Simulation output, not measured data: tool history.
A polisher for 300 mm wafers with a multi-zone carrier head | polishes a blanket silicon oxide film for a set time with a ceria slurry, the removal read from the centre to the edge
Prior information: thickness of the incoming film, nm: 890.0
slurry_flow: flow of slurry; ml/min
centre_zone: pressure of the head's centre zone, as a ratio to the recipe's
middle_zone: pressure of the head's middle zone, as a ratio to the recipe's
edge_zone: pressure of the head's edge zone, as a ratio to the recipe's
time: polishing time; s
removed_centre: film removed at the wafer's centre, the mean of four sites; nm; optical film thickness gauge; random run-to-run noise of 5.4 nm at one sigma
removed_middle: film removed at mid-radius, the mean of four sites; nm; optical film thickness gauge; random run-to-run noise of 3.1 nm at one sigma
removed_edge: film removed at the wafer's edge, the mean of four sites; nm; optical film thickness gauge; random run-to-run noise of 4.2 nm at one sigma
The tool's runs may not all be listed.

run 1 hour=0 | slurry_flow=150 centre_zone=1 middle_zone=1 edge_zone=1 time=83 | removed_centre=378.33 removed_middle=383.66 removed_edge=378.99
run 2 hour=5 | slurry_flow=150 centre_zone=1 middle_zone=1 edge_zone=1 time=67 | removed_centre=311.89 removed_middle=302.95 removed_edge=311.14
run 3 hour=6 | slurry_flow=150 centre_zone=1 middle_zone=1 edge_zone=0.92 time=67 | removed_centre=302.03 removed_middle=304.85 removed_edge=296.08
run 4 hour=12.1 | slurry_flow=150 centre_zone=1 middle_zone=1 edge_zone=1 time=67 | removed_centre=305.14 removed_middle=304.68 removed_edge=316.42
run 5 hour=13.9 | slurry_flow=165 centre_zone=0.99 middle_zone=1.03 edge_zone=1.06 time=72 | removed_centre=327.52 removed_middle=345.36 removed_edge=343.9
run 6 hour=19.8 | slurry_flow=165 centre_zone=0.99 middle_zone=1.03 edge_zone=1.06 time=51 | removed_centre=236.82 removed_middle=240.7 removed_edge=245.88
run 7 hour=24.2 | slurry_flow=150 centre_zone=0.97 middle_zone=1.03 edge_zone=1.08 time=64 | removed_centre=282.8 removed_middle=297.34 removed_edge=310.28
run 8 hour=24.9 | slurry_flow=140 centre_zone=0.97 middle_zone=1.04 edge_zone=1.1 time=71 | removed_centre=302.55 removed_middle=329.63 removed_edge=341.9

The next listed run, before its measurement:
run 9 hour=33.8 | slurry_flow=170 centre_zone=0.98 middle_zone=1.05 edge_zone=1.19 time=89 | removed_centre=? removed_middle=? removed_edge=?

Run 9 came out at removed_centre 401.2 nm, removed_middle 430.87 nm, removed_edge 456.19 nm.
